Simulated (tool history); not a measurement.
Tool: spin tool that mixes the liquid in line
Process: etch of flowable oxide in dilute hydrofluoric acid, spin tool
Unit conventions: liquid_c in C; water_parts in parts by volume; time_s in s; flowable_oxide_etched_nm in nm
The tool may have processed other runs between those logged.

run 1 hour=0.0 | liquid_c=26.0 water_parts=240 time_s=25 | flowable_oxide_etched_nm=2.2860
run 2 hour=2.3 | liquid_c=26.0 water_parts=240 time_s=25 | flowable_oxide_etched_nm=2.2277
run 3 hour=4.8 | liquid_c=27.5 water_parts=225 time_s=25 | flowable_oxide_etched_nm=2.5747
run 4 hour=11.8 | liquid_c=26.0 water_parts=225 time_s=25 | flowable_oxide_etched_nm=2.4767
run 5 hour=20.8 | liquid_c=27.5 water_parts=215 time_s=25 | flowable_oxide_etched_nm=2.7213
run 6 hour=21.8 | liquid_c=24.5 water_parts=215 time_s=25 | flowable_oxide_etched_nm=2.4460
run 7 hour=22.4 | liquid_c=26.5 water_parts=210 time_s=25 | flowable_oxide_etched_nm=2.7007

What will run 8 give?
run 8 hour=25.3 | liquid_c=28.0 water_parts=205 time_s=25 | flowable_oxide_etched_nm=?

{"run 8": {"flowable_oxide_etched_nm": 2.9566}}
